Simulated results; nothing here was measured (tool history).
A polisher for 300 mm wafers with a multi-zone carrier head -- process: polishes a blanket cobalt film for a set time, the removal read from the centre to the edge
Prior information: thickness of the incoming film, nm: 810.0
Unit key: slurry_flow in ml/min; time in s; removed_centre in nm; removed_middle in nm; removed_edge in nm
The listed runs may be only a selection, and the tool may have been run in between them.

{"run": 1, "hour": 0.0, "slurry_flow": 260, "centre_zone": 1.0, "middle_zone": 1.0, "edge_zone": 1.0, "time": 67, "removed_centre": 316.0, "removed_middle": 322.17, "removed_edge": 321.87}
{"run": 2, "hour": 3.5, "slurry_flow": 260, "centre_zone": 1.0, "middle_zone": 1.06, "edge_zone": 1.0, "time": 67, "removed_centre": 313.35, "removed_middle": 328.1, "removed_edge": 328.83}
{"run": 3, "hour": 6.5, "slurry_flow": 255, "centre_zone": 0.99, "middle_zone": 1.04, "edge_zone": 0.99, "time": 63, "removed_centre": 295.17, "removed_middle": 305.44, "removed_edge": 299.58}
{"run": 4, "hour": 14.8, "slurry_flow": 250, "centre_zone": 0.97, "middle_zone": 1.03, "edge_zone": 1.0, "time": 60, "removed_centre": 272.4, "removed_middle": 290.61, "removed_edge": 284.2}
{"run": 5, "hour": 17.0, "slurry_flow": 250, "centre_zone": 0.97, "middle_zone": 1.03, "edge_zone": 1.0, "time": 52, "removed_centre": 236.26, "removed_middle": 248.21, "removed_edge": 246.07}
{"run": 6, "hour": 24.4, "slurry_flow": 280, "centre_zone": 0.97, "middle_zone": 1.03, "edge_zone": 1.0, "time": 52, "removed_centre": 239.49, "removed_middle": 251.58, "removed_edge": 259.35}
{"run": 7, "hour": 26.7, "slurry_flow": 275, "centre_zone": 0.96, "middle_zone": 1.01, "edge_zone": 0.99, "time": 51, "removed_centre": 232.61, "removed_middle": 246.74, "removed_edge": 241.23}

Predict the results of run 8:
{"run": 8, "hour": 33.6, "slurry_flow": 275, "centre_zone": 0.95, "middle_zone": 0.99, "edge_zone": 1.0, "time": 50, "removed_centre": "?", "removed_middle": "?", "removed_edge": "?"}

{"run 8": {"removed_centre": 224.48, "removed_middle": 235.49, "removed_edge": 251.64}}
